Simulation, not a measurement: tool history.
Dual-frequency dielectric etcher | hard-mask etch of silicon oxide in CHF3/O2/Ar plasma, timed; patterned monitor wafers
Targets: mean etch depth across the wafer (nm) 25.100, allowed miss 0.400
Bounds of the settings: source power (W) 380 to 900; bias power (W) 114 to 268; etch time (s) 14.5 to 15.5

run  hour  source power (W)  bias power (W)  etch time (s)  mean etch depth across the wafer (nm)
  1   0.0               640             191           15.5                                 32.389
  2   3.5               640             208           15.5                                 33.319
  3  10.4               640             227           15.5                                 34.543
  4  13.1               570             227           15.5                                 32.227
  5  14.9               570             245           15.5                                 33.147
  6  21.6               460             245           15.5                                 28.900
  7  24.5               450             242           15.5                                 28.537
  8  32.9               440             239           15.5                                 27.929
  9  34.4               380             202           15.5                                 23.948
     38.8  -- bias power generator calibrated
 10  38.8               450             204           15.5                                 26.578
 11  44.0               440             204           15.5                                 26.055

5 next moves are on the table. One of them brings every result within its allowed miss. Which?
  A  49.2               410             227           14.5                                      ?
  B  49.2               420             215           15.5                                      ?
  C  49.2               440             200           15.0                                      ?
  D  49.2               400             246           15.5                                      ?
  E  49.2               430             202           14.5                                      ?

move  mean etch depth across the wafer (nm)
   A                                 24.233
   B                                 25.868
   C                                 25.226
   D                                 26.156
   E                                 24.096
A: takes the result that was furthest off past its target
B: nearer than the last run, and not there yet
C: meets every target
D: further off than the last run
E: takes the result that was furthest off past its target
Move C is the one to make.
